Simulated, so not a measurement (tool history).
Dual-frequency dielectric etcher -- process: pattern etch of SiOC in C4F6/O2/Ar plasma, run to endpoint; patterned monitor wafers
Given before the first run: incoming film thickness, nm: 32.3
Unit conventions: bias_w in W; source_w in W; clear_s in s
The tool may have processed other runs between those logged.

run 1 hour=0 | bias_w=440 source_w=320 | clear_s=11.297
run 2 hour=8.2 | bias_w=413 source_w=320 | clear_s=11.533
run 3 hour=11.9 | bias_w=413 source_w=280 | clear_s=11.927
run 4 hour=14.5 | bias_w=400 source_w=280 | clear_s=12.081
run 5 hour=18.5 | bias_w=434 source_w=280 | clear_s=11.631
run 6 hour=26.4 | bias_w=434 source_w=310 | clear_s=11.444
run 7 hour=27.5 | bias_w=412 source_w=300 | clear_s=11.831
run 8 hour=33 | bias_w=399 source_w=300 | clear_s=11.97
run 9 hour=39.6 | bias_w=388 source_w=300 | clear_s=11.944
run 10 hour=44.2 | bias_w=375 source_w=300 | clear_s=12.228
run 11 hour=52.8 | bias_w=368 source_w=300 | clear_s=12.089
run 12 hour=61.1 | bias_w=357 source_w=300 | clear_s=12.305

Forecast run 13:
run 13 hour=66.7 | bias_w=350 source_w=300 | clear_s=?

Run 13 yielded clear_s 12.256 s.

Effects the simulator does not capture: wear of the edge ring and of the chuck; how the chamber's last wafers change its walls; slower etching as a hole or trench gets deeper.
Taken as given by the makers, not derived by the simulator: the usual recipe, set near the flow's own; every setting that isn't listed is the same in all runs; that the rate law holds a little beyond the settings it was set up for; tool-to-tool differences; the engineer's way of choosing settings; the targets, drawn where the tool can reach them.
